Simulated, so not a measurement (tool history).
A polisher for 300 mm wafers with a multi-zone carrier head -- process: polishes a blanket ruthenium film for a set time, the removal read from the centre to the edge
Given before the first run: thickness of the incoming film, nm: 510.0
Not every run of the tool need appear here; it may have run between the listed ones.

run,day,flow of slurry (ml/min),pressure of the head's centre zone,pressure of the head's middle zone,pressure of the head's edge zone,polishing time (s),film removed at the wafer's centre (Å),film removed at mid-radius (Å),film removed at the wafer's edge (Å)
1,0.000,190,1.00,1.00,1.00,44,272.45,269.89,273.83
2,0.138,190,1.05,1.00,1.00,44,284.56,269.46,272.57
3,0.292,200,1.05,1.01,1.02,44,293.08,277.07,278.45
4,0.383,210,1.04,1.01,1.04,44,288.58,278.08,279.08
5,0.450,210,1.04,1.01,1.06,45,297.93,282.87,286.19
6,0.500,210,1.04,1.01,1.06,54,355.92,340.83,345.93
7,0.804,205,1.03,1.00,1.05,54,355.83,330.92,344.71
8,1.100,205,1.03,1.00,1.05,54,355.80,330.41,339.54
9,1.304,200,1.02,1.00,1.04,54,347.30,331.05,341.18
10,1.529,195,1.02,1.00,1.03,54,343.88,327.67,337.99
11,1.567,190,1.02,1.00,1.02,54,346.58,330.86,337.11
12,1.775,185,1.01,0.99,1.01,54,349.33,325.25,336.01
13,1.821,150,0.92,0.98,0.97,52,281.74,302.22,305.60

Predict the results of run 14:
14,2.108,155,0.93,0.98,0.97,52,?,?,?

Run 14 produced film removed at the wafer's centre (Å) 294.69, film removed at mid-radius (Å) 299.82, film removed at the wafer's edge (Å) 309.47.
